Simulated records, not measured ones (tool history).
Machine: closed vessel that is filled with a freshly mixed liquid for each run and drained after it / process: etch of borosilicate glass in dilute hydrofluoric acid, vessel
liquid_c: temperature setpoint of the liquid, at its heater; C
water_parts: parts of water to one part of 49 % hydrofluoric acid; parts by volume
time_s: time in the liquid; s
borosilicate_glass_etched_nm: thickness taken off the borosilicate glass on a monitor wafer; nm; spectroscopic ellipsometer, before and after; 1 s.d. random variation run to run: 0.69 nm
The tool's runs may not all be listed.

run  hour  liquid_c  water_parts  time_s  borosilicate_glass_etched_nm
  1     0        23          265     910                        94.644
  2     4      24.5          265     910                        100.09
  3   8.9      26.5          265     910                         108.2
  4  12.2      26.5          265     970                        116.72
  5  12.9        25          275     970                        103.92
  6  21.1        24          280     970                        97.253
  7  24.6        23          280     970                        94.125
  8  30.5        22          280     970                        91.981

Forecast run 9:
  9  33.9      21.5          285     970                             ?

borosilicate_glass_etched_nm: 88.871 nm
